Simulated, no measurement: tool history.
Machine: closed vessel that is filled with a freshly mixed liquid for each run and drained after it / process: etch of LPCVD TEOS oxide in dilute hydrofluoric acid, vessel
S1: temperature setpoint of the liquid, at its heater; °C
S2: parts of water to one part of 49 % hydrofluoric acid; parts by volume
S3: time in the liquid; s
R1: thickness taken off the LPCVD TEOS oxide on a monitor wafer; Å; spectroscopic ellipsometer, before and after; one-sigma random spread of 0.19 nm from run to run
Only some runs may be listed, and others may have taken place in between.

run,day,S1,S2,S3,R1
1,0,24,80,30,238.83
2,0.092,25.5,80,30,251.11
3,0.429,28,80,30,279.77
4,0.767,28.5,80,30,283.19
5,0.804,29,80,30,290.72
6,1.021,29.5,80,30,293.12

Run 7, settings as shown, results not yet in. Your forecast:
7,1.15,32,65,30,?

Run 7 came out at R1 408.62 Å.

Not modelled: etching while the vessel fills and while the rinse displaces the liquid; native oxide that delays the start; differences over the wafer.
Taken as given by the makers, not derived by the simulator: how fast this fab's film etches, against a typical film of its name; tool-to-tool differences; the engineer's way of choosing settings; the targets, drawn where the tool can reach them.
